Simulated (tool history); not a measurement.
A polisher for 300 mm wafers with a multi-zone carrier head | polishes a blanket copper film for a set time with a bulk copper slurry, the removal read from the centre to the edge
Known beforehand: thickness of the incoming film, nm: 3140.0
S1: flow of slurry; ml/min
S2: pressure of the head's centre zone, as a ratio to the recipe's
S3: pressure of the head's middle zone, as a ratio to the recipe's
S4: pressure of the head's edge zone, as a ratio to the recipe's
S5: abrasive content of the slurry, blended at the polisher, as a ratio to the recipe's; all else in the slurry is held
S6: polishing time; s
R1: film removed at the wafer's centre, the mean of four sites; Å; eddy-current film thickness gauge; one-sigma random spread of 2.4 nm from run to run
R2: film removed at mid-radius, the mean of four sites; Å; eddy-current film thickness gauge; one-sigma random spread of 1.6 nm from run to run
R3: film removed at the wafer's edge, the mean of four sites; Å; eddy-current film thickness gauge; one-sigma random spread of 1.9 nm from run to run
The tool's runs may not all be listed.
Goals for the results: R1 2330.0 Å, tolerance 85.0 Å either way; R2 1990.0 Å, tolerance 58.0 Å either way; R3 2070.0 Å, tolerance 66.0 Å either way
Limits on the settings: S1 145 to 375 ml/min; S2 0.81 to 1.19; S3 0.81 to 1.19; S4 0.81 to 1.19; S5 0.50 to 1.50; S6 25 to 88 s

run	hour	S1	S2	S3	S4	S5	S6	R1	R2	R3
1	0.0	240	1.00	1.00	1.00	1.00	56	3175.3	3149.9	3259.9
2	5.8	240	1.01	0.98	0.97	0.90	53	2986.4	2867.6	2975.1
3	11.7	240	1.01	0.98	0.97	0.90	65	3639.7	3562.3	3643.5
4	19.6	240	1.01	1.05	0.97	0.90	65	3661.6	3739.8	3635.0
5	21.7	235	1.02	1.02	0.95	0.80	60	3289.3	3285.1	3301.4
6	24.1	195	1.02	1.02	0.95	0.80	60	3201.0	3232.4	3230.4
# hour 26.3: edge zone pressure recalibrated
7	26.3	205	1.04	1.01	0.93	0.75	56	3023.6	2986.4	2895.3
8	27.1	205	1.05	0.98	0.92	0.70	53	2787.9	2673.0	2657.4
9	34.4	205	1.06	0.95	0.90	0.65	52	2796.1	2527.8	2560.4
10	37.6	200	1.06	0.94	0.89	0.60	51	2686.4	2447.0	2443.9
11	41.7	195	1.05	0.92	0.88	0.60	50	2606.1	2324.5	2350.6

Exactly one of the 5 candidate moves below puts every result within its allowed miss. Which one?
A	45.8	185	0.90	0.92	1.07	0.50	56	?	?	?
B	45.8	210	0.99	0.88	0.90	0.75	44	?	?	?
C	45.8	160	1.08	0.89	0.83	0.65	45	?	?	?
D	45.8	185	0.88	0.93	1.02	0.55	56	?	?	?
E	45.8	145	0.88	0.98	1.03	0.70	53	?	?	?

move	R1	R2	R3
A	2382.9	2500.4	2779.9
B	2283.6	2100.9	2262.8
C	2359.1	2014.3	2120.4
D	2374.0	2569.3	2783.4
E	2248.5	2544.7	2688.8
A: the biggest miss grows against the last run
B: closer than the last run, but not yet in spec
C: hits every target within its allowed miss
D: the biggest miss grows against the last run
E: the biggest miss grows against the last run
Correct choice: C, which meets every target

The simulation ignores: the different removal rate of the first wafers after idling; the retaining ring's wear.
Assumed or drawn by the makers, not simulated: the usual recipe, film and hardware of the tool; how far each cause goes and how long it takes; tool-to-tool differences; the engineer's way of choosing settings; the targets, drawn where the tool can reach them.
